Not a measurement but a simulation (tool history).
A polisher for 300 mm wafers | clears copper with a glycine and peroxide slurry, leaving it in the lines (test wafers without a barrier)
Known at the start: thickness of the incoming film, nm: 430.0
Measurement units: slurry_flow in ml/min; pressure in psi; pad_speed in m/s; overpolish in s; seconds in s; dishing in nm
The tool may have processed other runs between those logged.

run	day	slurry_flow	pressure	pad_speed	overpolish	seconds	dishing
1	0.000	190	2.1	1.16	16	109.58	46.545
2	0.112	190	1.6	1.16	16	131.69	39.173
3	0.262	190	1.6	1.16	12	136.04	29.394
4	0.329	190	1.2	1.16	12	165.08	24.994
5	0.383	190	1.3	1.20	11	150.44	22.986
6	0.742	190	1.4	1.24	10	147.67	24.361
7	0.900	240	1.1	1.56	5	139.30	12.740
8	1.221	235	1.2	1.56	5	134.54	13.287
9	1.283	230	1.3	1.54	5	126.77	14.095

For run 10, what comes out?
10	1.658	225	1.4	1.52	6	?	?

Run 10 came out at seconds 122.43 s, dishing 17.634 nm.

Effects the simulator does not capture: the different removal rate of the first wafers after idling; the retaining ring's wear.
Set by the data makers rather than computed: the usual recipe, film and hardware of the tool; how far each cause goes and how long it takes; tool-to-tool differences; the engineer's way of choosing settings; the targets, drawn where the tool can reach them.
